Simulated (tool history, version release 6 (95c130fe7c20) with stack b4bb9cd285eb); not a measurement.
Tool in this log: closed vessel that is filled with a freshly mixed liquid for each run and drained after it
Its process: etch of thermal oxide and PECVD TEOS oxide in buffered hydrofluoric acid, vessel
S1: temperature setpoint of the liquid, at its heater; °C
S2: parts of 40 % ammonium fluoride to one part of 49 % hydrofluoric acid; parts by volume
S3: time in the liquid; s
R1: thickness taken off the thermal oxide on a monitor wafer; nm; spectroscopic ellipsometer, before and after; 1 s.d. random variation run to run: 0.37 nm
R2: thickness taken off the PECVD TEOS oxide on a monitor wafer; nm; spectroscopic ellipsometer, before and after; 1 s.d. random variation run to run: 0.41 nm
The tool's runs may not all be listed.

run 1 hour=0 | S1=24 S2=22 S3=60 | R1=33.819 R2=49.712
run 2 hour=1.8 | S1=24 S2=22 S3=45 | R1=25.45 R2=37.49
run 3 hour=5.6 | S1=26.5 S2=22 S3=45 | R1=29.236 R2=43.017
run 4 hour=11.3 | S1=27 S2=20.5 S3=45 | R1=31.464 R2=46.598
run 5 hour=13.6 | S1=27 S2=20.5 S3=35 | R1=24.256 R2=36.206
run 6 hour=15.1 | S1=27 S2=20.5 S3=30 | R1=20.909 R2=30.981
run 7 hour=23.3 | S1=27.5 S2=19 S3=30 | R1=22.889 R2=33.963
run 8 hour=31.2 | S1=28 S2=17.5 S3=30 | R1=25.621 R2=37.916
run 9 hour=38 | S1=28.5 S2=16.5 S3=30 | R1=27.668 R2=40.892
run 10 hour=45.5 | S1=32 S2=9.5 S3=50 | R1=93.884 R2=138.87

The next listed run, before its measurement:
run 11 hour=48.5 | S1=28 S2=9.5 S3=50 | R1=? R2=?

For run 11 the tool returned R1 75.623 nm, R2 113.2 nm.

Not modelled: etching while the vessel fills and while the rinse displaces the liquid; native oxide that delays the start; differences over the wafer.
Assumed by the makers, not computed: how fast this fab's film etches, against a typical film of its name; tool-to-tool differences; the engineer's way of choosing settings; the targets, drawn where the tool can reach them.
